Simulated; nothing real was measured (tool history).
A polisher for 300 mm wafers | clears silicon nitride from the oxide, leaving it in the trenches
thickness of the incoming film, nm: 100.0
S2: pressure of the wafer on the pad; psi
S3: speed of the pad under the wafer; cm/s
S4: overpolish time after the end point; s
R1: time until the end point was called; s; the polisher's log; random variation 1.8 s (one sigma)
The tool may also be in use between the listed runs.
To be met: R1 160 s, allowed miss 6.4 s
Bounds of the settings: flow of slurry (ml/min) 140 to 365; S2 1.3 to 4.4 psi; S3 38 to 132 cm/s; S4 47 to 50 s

Run 1, hour 0: flow of slurry (ml/min) 235, S2 2.8 psi, S3 84 cm/s, S4 47 s. Result: R1 129.68 s.
Run 2, hour 7.6: flow of slurry (ml/min) 235, S2 2.8 psi, S3 84 cm/s, S4 47 s. Result: R1 129.29 s.
Run 3, hour 14.3: flow of slurry (ml/min) 235, S2 3.5 psi, S3 84 cm/s, S4 47 s. Result: R1 103.07 s.
Run 4, hour 21.1: flow of slurry (ml/min) 235, S2 3.5 psi, S3 64 cm/s, S4 47 s. Result: R1 135.21 s.
Run 5, hour 27.3: flow of slurry (ml/min) 235, S2 3.5 psi, S3 80 cm/s, S4 47 s. Result: R1 108.28 s.
Run 6, hour 35.3: flow of slurry (ml/min) 235, S2 3.2 psi, S3 80 cm/s, S4 47 s. Result: R1 120.33 s.
Run 7, hour 39.1: flow of slurry (ml/min) 235, S2 3 psi, S3 80 cm/s, S4 47 s. Result: R1 124.92 s.
Run 8, hour 47.4: flow of slurry (ml/min) 235, S2 2.8 psi, S3 80 cm/s, S4 47 s. Result: R1 135.21 s.
Run 9, hour 55.6: flow of slurry (ml/min) 235, S2 2.7 psi, S3 80 cm/s, S4 47 s. Result: R1 140.25 s.

Which of these 4 next moves meets every target?
Run A, hour 63.8: flow of slurry (ml/min) 195, S2 2.4 psi, S3 70 cm/s, S4 48 s. Result: R1 ?.
Run B, hour 63.8: flow of slurry (ml/min) 240, S2 2.3 psi, S3 82 cm/s, S4 50 s. Result: R1 ?.
Run C, hour 63.8: flow of slurry (ml/min) 230, S2 2.1 psi, S3 82 cm/s, S4 50 s. Result: R1 ?.
Run D, hour 63.8: flow of slurry (ml/min) 230, S2 2.7 psi, S3 78 cm/s, S4 50 s. Result: R1 ?.

move      R1
   A  179.43
   B  156.78
   C  171.88
   D  141.56
A: takes the result that was furthest off past its target
B: meets every target
C: takes the result that was furthest off past its target
D: nearer than the last run, and not there yet
Move B is the one to make.
